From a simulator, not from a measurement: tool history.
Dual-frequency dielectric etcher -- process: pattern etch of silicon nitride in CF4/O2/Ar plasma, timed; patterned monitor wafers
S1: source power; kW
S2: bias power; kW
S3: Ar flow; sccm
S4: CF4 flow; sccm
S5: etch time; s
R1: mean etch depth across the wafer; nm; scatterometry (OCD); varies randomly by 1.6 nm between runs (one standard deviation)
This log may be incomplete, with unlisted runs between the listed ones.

{"run": 1, "hour": 0.0, "S1": 0.69, "S2": 0.064, "S3": 100, "S4": 115, "S5": 171.5, "R1": 443.92}
{"run": 2, "hour": 5.1, "S1": 0.69, "S2": 0.064, "S3": 100, "S4": 115, "S5": 171.5, "R1": 441.67}
{"run": 3, "hour": 10.9, "S1": 0.58, "S2": 0.064, "S3": 100, "S4": 115, "S5": 171.5, "R1": 392.31}
{"run": 4, "hour": 16.7, "S1": 0.58, "S2": 0.072, "S3": 100, "S4": 115, "S5": 171.5, "R1": 408.74}
{"run": 5, "hour": 24.2, "S1": 0.58, "S2": 0.072, "S3": 86, "S4": 115, "S5": 171.5, "R1": 418.81}
{"run": 6, "hour": 25.2, "S1": 0.56, "S2": 0.072, "S3": 86, "S4": 115, "S5": 171.5, "R1": 407.83}
{"run": 7, "hour": 27.1, "S1": 0.55, "S2": 0.072, "S3": 86, "S4": 115, "S5": 171.5, "R1": 404.72}
{"run": 8, "hour": 35.6, "S1": 0.54, "S2": 0.072, "S3": 86, "S4": 115, "S5": 171.5, "R1": 400.31}

Estimate the outcome of run 9 from the log above:
{"run": 9, "hour": 37.2, "S1": 0.53, "S2": 0.072, "S3": 86, "S4": 115, "S5": 171.5, "R1": "?"}

R1: 397.44 nm
